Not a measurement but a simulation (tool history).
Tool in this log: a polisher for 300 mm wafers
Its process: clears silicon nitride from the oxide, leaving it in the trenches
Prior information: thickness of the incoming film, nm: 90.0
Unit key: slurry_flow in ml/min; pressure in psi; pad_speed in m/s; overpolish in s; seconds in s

Run 1, hour 0: slurry_flow 155 ml/min, pressure 3.4 psi, pad_speed 1.04 m/s, overpolish 36 s. Result: seconds 79.658 s.
Run 2, hour 5.5: slurry_flow 155 ml/min, pressure 4 psi, pad_speed 1.04 m/s, overpolish 36 s. Result: seconds 67.315 s.
Run 3, hour 6.4: slurry_flow 150 ml/min, pressure 3.4 psi, pad_speed 0.98 m/s, overpolish 36 s. Result: seconds 84.233 s.
Run 4, hour 8.7: slurry_flow 145 ml/min, pressure 3 psi, pad_speed 0.92 m/s, overpolish 36 s. Result: seconds 101.18 s.
Run 5, hour 11.7: slurry_flow 140 ml/min, pressure 2.7 psi, pad_speed 0.9 m/s, overpolish 36 s. Result: seconds 115.59 s.
Run 6, hour 19.2: slurry_flow 135 ml/min, pressure 2.4 psi, pad_speed 0.9 m/s, overpolish 36 s. Result: seconds 130.51 s.
Run 7, hour 24.6: slurry_flow 130 ml/min, pressure 2.2 psi, pad_speed 0.9 m/s, overpolish 36 s. Result: seconds 144.57 s.

Estimate the outcome of run 8 from the log above:
At hour 33.6: head pressure recalibrated.
Run 8, hour 33.6: slurry_flow 130 ml/min, pressure 2.2 psi, pad_speed 0.9 m/s, overpolish 36 s. Result: seconds ?.

seconds: 157.96 s
